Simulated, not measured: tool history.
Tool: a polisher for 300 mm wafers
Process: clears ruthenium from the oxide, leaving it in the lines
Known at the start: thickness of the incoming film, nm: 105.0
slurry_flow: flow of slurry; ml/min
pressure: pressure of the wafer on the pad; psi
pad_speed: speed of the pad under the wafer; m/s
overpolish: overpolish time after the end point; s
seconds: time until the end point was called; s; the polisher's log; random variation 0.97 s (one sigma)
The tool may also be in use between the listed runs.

{"run": 1, "hour": 0.0, "slurry_flow": 200, "pressure": 2.2, "pad_speed": 0.8, "overpolish": 46, "seconds": 111.62}
{"run": 2, "hour": 7.4, "slurry_flow": 155, "pressure": 2.2, "pad_speed": 0.8, "overpolish": 46, "seconds": 112.52}
{"run": 3, "hour": 11.2, "slurry_flow": 155, "pressure": 2.0, "pad_speed": 0.8, "overpolish": 46, "seconds": 123.35}
{"run": 4, "hour": 19.8, "slurry_flow": 155, "pressure": 2.0, "pad_speed": 0.8, "overpolish": 49, "seconds": 126.78}
{"run": 5, "hour": 27.5, "slurry_flow": 155, "pressure": 2.4, "pad_speed": 0.8, "overpolish": 49, "seconds": 104.06}
{"run": 6, "hour": 30.9, "slurry_flow": 155, "pressure": 2.4, "pad_speed": 0.92, "overpolish": 49, "seconds": 92.68}
{"run": 7, "hour": 39.8, "slurry_flow": 155, "pressure": 2.6, "pad_speed": 0.92, "overpolish": 49, "seconds": 84.178}

Forecast run 8:
{"hour": 43.7, "done": "slurry nozzle cleaned"}
{"run": 8, "hour": 43.7, "slurry_flow": 155, "pressure": 2.7, "pad_speed": 0.92, "overpolish": 49, "seconds": "?"}

{"run 8": {"seconds": 77.651}}

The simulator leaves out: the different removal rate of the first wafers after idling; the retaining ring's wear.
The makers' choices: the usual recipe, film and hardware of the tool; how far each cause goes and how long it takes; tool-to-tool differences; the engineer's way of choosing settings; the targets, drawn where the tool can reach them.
